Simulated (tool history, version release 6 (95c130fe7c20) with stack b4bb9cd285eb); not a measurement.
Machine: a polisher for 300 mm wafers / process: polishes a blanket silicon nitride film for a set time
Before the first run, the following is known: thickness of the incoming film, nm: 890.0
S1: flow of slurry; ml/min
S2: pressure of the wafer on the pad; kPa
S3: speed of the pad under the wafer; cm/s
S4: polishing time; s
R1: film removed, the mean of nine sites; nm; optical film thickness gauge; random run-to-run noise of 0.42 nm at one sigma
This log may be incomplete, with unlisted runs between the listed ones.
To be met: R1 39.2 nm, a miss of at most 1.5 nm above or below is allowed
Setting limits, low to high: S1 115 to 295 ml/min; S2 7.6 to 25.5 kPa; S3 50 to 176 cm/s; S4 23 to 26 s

run  hour   S1    S2   S3  S4      R1
  1     0  190  16.5  112  26  28.992
  2     4  175  16.5  112  26  27.785
  3   9.6  155  16.5  112  26  27.939
  4  15.8  155  16.5  122  26  29.314
  5  20.8  155  16.5  132  26  30.931
  6  21.8  155  16.5  150  26  34.251
  7  27.7  160  16.5  150  26  34.575
  8  31.6  165  16.5  150  26  33.771

Which single option among these 5 for the next run brings every result within its allowed miss of target? Just one does.
  A  35.5  210  18.6  162  25   ?
  B  35.5  170  16.5  166  25   ?
  C  35.5  205  13.8  146  23   ?
  D  35.5  195  17.2  154  25   ?
  E  35.5  165  16.5  162  26   ?

move      R1
   A  39.203
   B  35.214
   C  26.019
   D  35.105
   E  35.833
A: in spec on every target
B: moves toward the targets from the last run without getting all of them in spec
C: its largest miss is bigger than the last run's
D: moves toward the targets from the last run without getting all of them in spec
E: moves toward the targets from the last run without getting all of them in spec
Correct choice: A, which meets every target

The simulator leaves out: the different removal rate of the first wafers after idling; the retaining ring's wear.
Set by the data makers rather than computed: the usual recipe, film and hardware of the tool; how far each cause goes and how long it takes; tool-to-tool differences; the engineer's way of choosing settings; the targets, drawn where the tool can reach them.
